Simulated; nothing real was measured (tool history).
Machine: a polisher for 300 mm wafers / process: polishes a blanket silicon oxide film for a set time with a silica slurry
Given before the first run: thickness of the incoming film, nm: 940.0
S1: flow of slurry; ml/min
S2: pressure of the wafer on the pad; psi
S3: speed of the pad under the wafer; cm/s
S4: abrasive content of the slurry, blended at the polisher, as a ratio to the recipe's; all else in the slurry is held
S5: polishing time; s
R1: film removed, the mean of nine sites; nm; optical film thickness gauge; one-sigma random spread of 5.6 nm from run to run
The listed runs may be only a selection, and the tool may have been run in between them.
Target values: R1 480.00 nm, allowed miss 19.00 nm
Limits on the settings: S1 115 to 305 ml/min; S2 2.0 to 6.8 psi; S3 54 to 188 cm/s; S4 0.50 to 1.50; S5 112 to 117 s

run,hour,S1,S2,S3,S4,S5,R1
1,0.0,195,4.4,120,1.00,112,353.89
2,4.0,175,4.4,120,1.00,112,344.15
3,5.8,185,4.7,120,1.00,112,363.84
4,14.1,190,5.0,120,1.00,112,382.23
5,15.6,195,5.3,120,1.00,112,404.20
6,24.0,195,5.5,120,1.00,112,410.30
7,27.5,195,5.5,120,1.00,112,416.64
8,31.3,195,5.7,120,1.00,112,426.74
9,36.1,195,5.7,120,1.00,112,426.21
10,39.4,195,5.8,120,1.00,112,418.41
11,47.7,205,5.9,120,1.00,112,438.47
12,52.5,205,6.0,120,1.00,112,435.19
13,61.2,205,6.1,120,1.00,112,443.01
14,66.2,205,6.2,120,1.00,112,452.53
15,74.2,205,6.3,120,1.00,112,452.81

Exercise: of the 4 proposed moves below, exactly one satisfies all targets within the stated allowed misses. Which move is it?
A,82.2,135,6.1,102,1.10,117,?
B,82.2,170,5.7,134,0.85,112,?
C,82.2,180,6.7,120,0.95,116,?
D,82.2,215,6.2,110,1.05,112,?

move,R1
A,407.65
B,415.72
C,474.88
D,432.56
A: misses by more than the last run did
B: misses by more than the last run did
C: every result lands within tolerance
D: misses by more than the last run did
The right move is C.
